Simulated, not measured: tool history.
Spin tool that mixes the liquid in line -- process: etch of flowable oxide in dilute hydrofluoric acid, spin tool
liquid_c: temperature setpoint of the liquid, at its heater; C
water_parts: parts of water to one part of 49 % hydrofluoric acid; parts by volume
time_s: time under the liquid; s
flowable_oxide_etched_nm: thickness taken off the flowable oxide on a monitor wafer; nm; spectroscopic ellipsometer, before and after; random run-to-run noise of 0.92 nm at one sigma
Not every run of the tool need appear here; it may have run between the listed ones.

run  hour  liquid_c  water_parts  time_s  flowable_oxide_etched_nm
  1   0.0      26.0           50      50                    40.963
  2   5.5      27.0           45      50                    46.403
  3   9.0      28.0           40      50                    55.879
  4  12.5      28.0           40      55                    61.512
  5  19.6      28.0           40      50                    55.668
  6  20.4      29.0           40      50                    58.095
  7  23.6      30.0           40      50                    59.892
  8  25.7      30.5           40      50                    61.367
  9  32.8      31.0           40      50                    62.291
 10  40.4      31.5           40      50                    64.212
 11  45.1      32.0           40      50                    65.616
 12  52.6      32.5           40      50                    65.590
 13  60.3      34.0           20      50                   145.300
 14  69.0      32.5           20      50                   137.090
 15  75.8      31.0           20      50                   128.450

Run 16 is up next; what results do you expect?
 16  80.8      30.0           20      50                         ?

{"run 16": {"flowable_oxide_etched_nm": 124.43}}
